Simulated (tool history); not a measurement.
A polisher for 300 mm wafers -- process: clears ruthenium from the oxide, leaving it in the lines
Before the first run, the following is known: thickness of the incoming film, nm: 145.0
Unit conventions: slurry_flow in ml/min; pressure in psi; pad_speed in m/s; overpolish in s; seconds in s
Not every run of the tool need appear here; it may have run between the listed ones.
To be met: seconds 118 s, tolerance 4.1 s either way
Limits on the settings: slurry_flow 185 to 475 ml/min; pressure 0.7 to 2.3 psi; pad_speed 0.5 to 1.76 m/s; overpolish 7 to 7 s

| run | hour | slurry_flow | pressure | pad_speed | overpolish | seconds |
|---|---|---|---|---|---|---|
| 1 | 0 | 305 | 1.5 | 1.12 | 7 | 190.74 |
| 2 | 1.1 | 305 | 1.5 | 0.92 | 7 | 230.18 |
| 3 | 5.9 | 235 | 1.5 | 0.92 | 7 | 236.11 |
| 4 | 12.9 | 235 | 1.6 | 0.94 | 7 | 217.23 |
| 5 | 14.3 | 235 | 1.7 | 0.96 | 7 | 201.61 |
| 6 | 22.3 | 235 | 1.8 | 0.98 | 7 | 184.24 |
| 7 | 25.3 | 235 | 1.9 | 1 | 7 | 172.16 |
| 8 | 30.8 | 235 | 1.9 | 1 | 7 | 177.38 |
| 9 | 39.1 | 235 | 2 | 1.04 | 7 | 159.49 |
| 10 | 42.1 | 235 | 2 | 1.06 | 7 | 155.07 |
|  | 48.7 | worn pad replaced by a new one |
| 11 | 48.7 | 235 | 2 | 1.08 | 7 | 137.16 |

Which of these 4 next moves meets every target?
| A | 55.3 | 215 | 1.9 | 1.18 | 7 | ? |
| B | 55.3 | 190 | 1.9 | 1.24 | 7 | ? |
| C | 55.3 | 185 | 2 | 1.26 | 7 | ? |
| D | 55.3 | 265 | 1.8 | 1.26 | 7 | ? |

| move | seconds |
|---|---|
| A | 131.44 |
| B | 126.95 |
| C | 119.28 |
| D | 127.34 |
A: nearer than the last run, and not there yet
B: nearer than the last run, and not there yet
C: meets every target
D: nearer than the last run, and not there yet
So the answer is move C, the one that meets all the targets.

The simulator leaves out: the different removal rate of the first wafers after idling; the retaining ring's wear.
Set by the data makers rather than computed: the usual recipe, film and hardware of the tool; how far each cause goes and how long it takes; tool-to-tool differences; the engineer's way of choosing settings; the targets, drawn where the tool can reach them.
